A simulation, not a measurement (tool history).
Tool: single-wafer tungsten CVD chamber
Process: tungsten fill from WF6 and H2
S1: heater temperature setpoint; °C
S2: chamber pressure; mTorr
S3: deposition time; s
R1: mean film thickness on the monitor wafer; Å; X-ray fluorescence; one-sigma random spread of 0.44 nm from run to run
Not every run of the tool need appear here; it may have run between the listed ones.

run	day	S1	S2	S3	R1
1	0.000	380	31100	35.4	721.88
2	0.071	380	34400	35.4	759.54
3	0.417	380	34400	36.5	777.90
4	0.708	382	34400	36.5	813.66
5	1.050	391	34400	36.5	992.49
6	1.125	389	34400	36.5	956.50
7	1.246	388	34400	36.5	938.40
8	1.504	387	34400	36.5	923.82

The next listed run, before its measurement:
9	1.825	383	34300	36.5	?

R1: 830.57 Å
